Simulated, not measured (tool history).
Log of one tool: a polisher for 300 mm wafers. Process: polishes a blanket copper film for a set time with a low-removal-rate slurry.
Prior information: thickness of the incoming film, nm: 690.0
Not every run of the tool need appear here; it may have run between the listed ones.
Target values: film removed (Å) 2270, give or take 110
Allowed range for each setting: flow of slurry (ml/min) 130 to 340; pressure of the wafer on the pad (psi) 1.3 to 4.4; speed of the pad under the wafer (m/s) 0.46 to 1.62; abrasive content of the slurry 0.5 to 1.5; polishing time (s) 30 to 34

run,hour,flow of slurry (ml/min),pressure of the wafer on the pad (psi),speed of the pad under the wafer (m/s),abrasive content of the slurry,polishing time (s),film removed (Å)
1,0,220,2.8,1.04,1,34,1153.6
2,6.5,220,3,1.06,1,34,1263.4
3,10.7,220,2.3,1.06,1,34,948.94
4,14,220,2.3,1.06,1.1,34,1006.3
5,22.8,195,2.3,1.06,1.1,34,989.44
6,24.4,195,2.5,1.06,1.1,34,1055.1
7,26.8,195,2.7,1.06,1.1,34,1159.4
8,32.9,195,2.7,1.06,1.1,34,1164.4
9,35.9,195,2.9,1.06,1.1,34,1229
10,40.3,200,3.7,1.24,1.1,34,1802.1

5 candidate next runs follow, results not yet known. Just one meets every target within its allowed miss. Identify it.
A,44.7,215,4.2,1.38,1,34,?
B,44.7,185,3.5,1.14,1,32,?
C,44.7,205,3.6,1.18,1.15,31,?
D,44.7,210,4,1.26,1.1,34,?
E,44.7,195,3.9,1.34,0.8,34,?

move,film removed (Å)
A,2308.6
B,1490.1
C,1593.9
D,2050.4
E,1977
A: in spec on every target
B: misses by more than the last run did
C: misses by more than the last run did
D: an improvement on the last run, though not all results are within tolerance
E: an improvement on the last run, though not all results are within tolerance
The move that meets every target is A.
